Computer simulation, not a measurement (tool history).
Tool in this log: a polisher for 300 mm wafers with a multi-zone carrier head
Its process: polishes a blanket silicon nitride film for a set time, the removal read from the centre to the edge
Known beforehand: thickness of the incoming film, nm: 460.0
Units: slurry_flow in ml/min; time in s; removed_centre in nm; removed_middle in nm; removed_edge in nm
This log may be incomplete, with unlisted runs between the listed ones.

| run | day | slurry_flow | centre_zone | middle_zone | edge_zone | time | removed_centre | removed_middle | removed_edge |
|---|---|---|---|---|---|---|---|---|---|
| 1 | 0 | 160 | 1 | 1 | 1 | 53 | 118.29 | 121.06 | 117.25 |
| 2 | 0.025 | 185 | 1 | 1 | 1 | 53 | 120.72 | 122.93 | 119.01 |
| 3 | 0.296 | 175 | 1.01 | 0.96 | 0.96 | 50 | 113.42 | 112.07 | 108.9 |
| 4 | 0.533 | 175 | 1.01 | 0.96 | 1 | 50 | 113.94 | 111.36 | 110.96 |
| 5 | 0.746 | 165 | 1.02 | 0.93 | 0.96 | 48 | 107.08 | 101.7 | 103.5 |
| 6 | 0.771 | 155 | 1.04 | 0.92 | 0.92 | 47 | 106.89 | 97.81 | 99.729 |
| 7 | 1.046 | 150 | 1.05 | 0.91 | 0.9 | 46 | 107.05 | 93.553 | 96.196 |
| 8 | 1.092 | 145 | 1.05 | 0.91 | 0.88 | 46 | 103.71 | 94.705 | 93.953 |

Run 9, settings as shown, results not yet in. Your forecast:
| 9 | 1.179 | 135 | 1.06 | 0.9 | 0.87 | 46 | ? | ? | ? |

{"run 9": {"removed_centre": 103.27, "removed_middle": 91.944, "removed_edge": 93.453}}
